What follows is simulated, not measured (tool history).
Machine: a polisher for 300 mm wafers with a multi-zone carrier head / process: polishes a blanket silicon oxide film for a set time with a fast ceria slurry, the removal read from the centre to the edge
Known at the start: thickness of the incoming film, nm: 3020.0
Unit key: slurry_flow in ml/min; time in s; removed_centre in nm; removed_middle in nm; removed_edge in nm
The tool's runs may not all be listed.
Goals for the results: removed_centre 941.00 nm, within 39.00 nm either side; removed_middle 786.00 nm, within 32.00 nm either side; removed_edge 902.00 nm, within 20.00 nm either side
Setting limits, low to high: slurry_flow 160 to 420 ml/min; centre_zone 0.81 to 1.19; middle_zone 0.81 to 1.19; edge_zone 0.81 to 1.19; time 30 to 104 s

run	hour	slurry_flow	centre_zone	middle_zone	edge_zone	time	removed_centre	removed_middle	removed_edge
1	0.0	270	1.00	1.00	1.00	67	735.73	705.56	730.49
2	5.8	210	1.00	1.00	1.00	67	705.17	689.23	714.30
3	11.4	210	1.00	1.07	1.00	67	687.83	716.55	709.14
4	18.6	210	1.00	1.07	1.00	75	779.38	810.88	798.88
5	25.2	225	1.01	1.05	1.02	75	804.11	790.80	815.33
6	29.9	225	1.01	1.02	1.02	75	803.91	792.85	807.44
7	31.9	240	1.02	1.01	1.04	75	821.56	778.99	827.82
8	38.7	250	1.03	1.01	1.05	75	844.78	795.94	841.00
9	47.6	260	1.04	1.00	1.06	75	833.91	792.20	841.86
10	49.1	260	1.04	1.00	1.06	75	838.74	773.69	843.50

Of the 5 settings listed for the next run, only one would bring every result within its allowed miss of target. Which one?
A	50.6	195	0.90	0.99	1.19	77	?	?	?
B	50.6	275	0.96	0.94	1.03	72	?	?	?
C	50.6	280	0.94	0.89	1.19	76	?	?	?
D	50.6	245	1.08	0.91	1.05	82	?	?	?
E	50.6	285	0.99	0.91	1.19	74	?	?	?

move	removed_centre	removed_middle	removed_edge
A	713.91	770.79	887.62
B	748.90	727.51	798.11
C	775.35	741.49	908.33
D	946.07	799.31	908.71
E	797.17	733.99	885.49
A: the worst result of the last run now meets its target, but another is out of spec
B: misses by more than the last run did
C: the worst result of the last run now meets its target, but another is out of spec
D: hits every target within its allowed miss
E: the worst result of the last run now meets its target, but another is out of spec
Correct choice: D, which meets every target

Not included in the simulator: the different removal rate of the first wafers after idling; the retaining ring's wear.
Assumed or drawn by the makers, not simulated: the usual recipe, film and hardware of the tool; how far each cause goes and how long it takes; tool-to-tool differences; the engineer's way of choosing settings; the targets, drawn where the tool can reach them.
